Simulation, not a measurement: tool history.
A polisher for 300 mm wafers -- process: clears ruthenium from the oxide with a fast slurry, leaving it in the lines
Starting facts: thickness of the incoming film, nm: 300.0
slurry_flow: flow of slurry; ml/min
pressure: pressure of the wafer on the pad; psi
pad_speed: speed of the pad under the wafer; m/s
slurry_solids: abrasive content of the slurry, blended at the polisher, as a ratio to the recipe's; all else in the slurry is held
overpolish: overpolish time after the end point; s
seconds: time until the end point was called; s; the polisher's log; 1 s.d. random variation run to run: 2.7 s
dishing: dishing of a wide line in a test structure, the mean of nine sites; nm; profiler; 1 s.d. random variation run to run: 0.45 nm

run  hour  slurry_flow  pressure  pad_speed  slurry_solids  overpolish  seconds  dishing
  1   0.0          135       1.8       1.22            1.0          14  100.860   22.696
  2   2.6          135       1.7       1.22            1.0          15  107.580   23.663
  3  11.4          135       1.6       1.22            1.0          15  112.630   23.271
  4  14.0          135       1.6       1.42            1.0          15   97.908   25.854
  5  20.0          135       1.9       1.42            1.0          15   85.530   26.576
  6  24.3          135       1.8       1.40            1.0          15   90.927   25.338
  7  27.7          135       1.7       1.38            1.0          15   96.924   25.926
  8  29.0          135       1.6       1.38            1.0          15  101.550   24.992

Estimate the outcome of run 9 from the log above:
  9  30.9          135       1.5       1.38            1.0          15        ?        ?

seconds: 105.720 s
dishing: 24.028 nm
